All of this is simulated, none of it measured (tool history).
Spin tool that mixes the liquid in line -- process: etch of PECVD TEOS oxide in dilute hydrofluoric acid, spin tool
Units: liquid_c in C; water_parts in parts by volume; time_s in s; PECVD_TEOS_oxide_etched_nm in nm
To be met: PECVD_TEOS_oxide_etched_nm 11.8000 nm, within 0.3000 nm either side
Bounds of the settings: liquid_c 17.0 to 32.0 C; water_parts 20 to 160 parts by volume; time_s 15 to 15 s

run 1 day=0.000 | liquid_c=24.0 water_parts=90 time_s=15 | PECVD_TEOS_oxide_etched_nm=5.2203
run 2 day=0.333 | liquid_c=26.5 water_parts=75 time_s=15 | PECVD_TEOS_oxide_etched_nm=6.9732
run 3 day=0.421 | liquid_c=26.5 water_parts=75 time_s=15 | PECVD_TEOS_oxide_etched_nm=7.0437
run 4 day=0.550 | liquid_c=26.5 water_parts=75 time_s=15 | PECVD_TEOS_oxide_etched_nm=7.0338
run 5 day=0.812 | liquid_c=28.0 water_parts=75 time_s=15 | PECVD_TEOS_oxide_etched_nm=7.5146
run 6 day=1.071 | liquid_c=29.0 water_parts=70 time_s=15 | PECVD_TEOS_oxide_etched_nm=8.4671
run 7 day=1.375 | liquid_c=30.0 water_parts=65 time_s=15 | PECVD_TEOS_oxide_etched_nm=9.5095
run 8 day=1.408 | liquid_c=32.0 water_parts=55 time_s=15 | PECVD_TEOS_oxide_etched_nm=12.2530

Next run, 5 choices. One meets every target within its allowed miss, the rest don't. Which?
run A day=1.442 | liquid_c=31.0 water_parts=55 time_s=15 | PECVD_TEOS_oxide_etched_nm=?
run B day=1.442 | liquid_c=28.0 water_parts=45 time_s=15 | PECVD_TEOS_oxide_etched_nm=?
run C day=1.442 | liquid_c=24.5 water_parts=40 time_s=15 | PECVD_TEOS_oxide_etched_nm=?
run D day=1.442 | liquid_c=29.5 water_parts=50 time_s=15 | PECVD_TEOS_oxide_etched_nm=?
run E day=1.442 | liquid_c=27.0 water_parts=45 time_s=15 | PECVD_TEOS_oxide_etched_nm=?

move=A PECVD_TEOS_oxide_etched_nm=11.6930
move=B PECVD_TEOS_oxide_etched_nm=12.8730
move=C PECVD_TEOS_oxide_etched_nm=12.6350
move=D PECVD_TEOS_oxide_etched_nm=12.2160
move=E PECVD_TEOS_oxide_etched_nm=12.3640
A: all results in spec
B: misses by more than the last run did
C: misses by more than the last run did
D: gains on the last run, yet a result remains outside its allowed miss
E: misses by more than the last run did
A is the move that brings every result within its allowed miss.
